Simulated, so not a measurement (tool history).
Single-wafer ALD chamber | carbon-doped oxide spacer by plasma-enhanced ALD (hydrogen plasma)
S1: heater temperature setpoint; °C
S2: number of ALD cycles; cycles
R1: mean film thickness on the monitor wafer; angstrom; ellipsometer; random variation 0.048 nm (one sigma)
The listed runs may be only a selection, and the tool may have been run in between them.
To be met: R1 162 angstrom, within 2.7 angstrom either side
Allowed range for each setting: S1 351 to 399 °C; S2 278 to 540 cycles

run 1 hour=0 | S1=375 S2=409 | R1=189.5
run 2 hour=6 | S1=375 S2=434 | R1=200.33
run 3 hour=7.8 | S1=375 S2=474 | R1=218.97
run 4 hour=14.2 | S1=375 S2=434 | R1=200.5
run 5 hour=15.5 | S1=369 S2=434 | R1=201.86
run 6 hour=18.2 | S1=369 S2=490 | R1=225.92
run 7 hour=23 | S1=369 S2=443 | R1=204.09
run 8 hour=25.7 | S1=369 S2=412 | R1=191.63
run 9 hour=32.2 | S1=369 S2=389 | R1=180.12
run 10 hour=37.3 | S1=369 S2=375 | R1=174.91
run 11 hour=40.5 | S1=369 S2=365 | R1=167.98
run 12 hour=44 | S1=369 S2=361 | R1=166.88
run 13 hour=50.1 | S1=369 S2=361 | R1=167.74
run 14 hour=52.2 | S1=369 S2=357 | R1=165.21

Next run, 5 choices. One meets every target within its allowed miss, the rest don't. Which?
run A hour=54.3 | S1=351 S2=367 | R1=?
run B hour=54.3 | S1=373 S2=363 | R1=?
run C hour=54.3 | S1=376 S2=350 | R1=?
run D hour=54.3 | S1=373 S2=364 | R1=?
run E hour=54.3 | S1=370 S2=370 | R1=?

move=A R1=169.36
move=B R1=167.51
move=C R1=161.51
move=D R1=167.97
move=E R1=170.74
A: the biggest miss grows against the last run
B: the biggest miss grows against the last run
C: hits every target within its allowed miss
D: the biggest miss grows against the last run
E: the biggest miss grows against the last run
The move that meets every target is C.

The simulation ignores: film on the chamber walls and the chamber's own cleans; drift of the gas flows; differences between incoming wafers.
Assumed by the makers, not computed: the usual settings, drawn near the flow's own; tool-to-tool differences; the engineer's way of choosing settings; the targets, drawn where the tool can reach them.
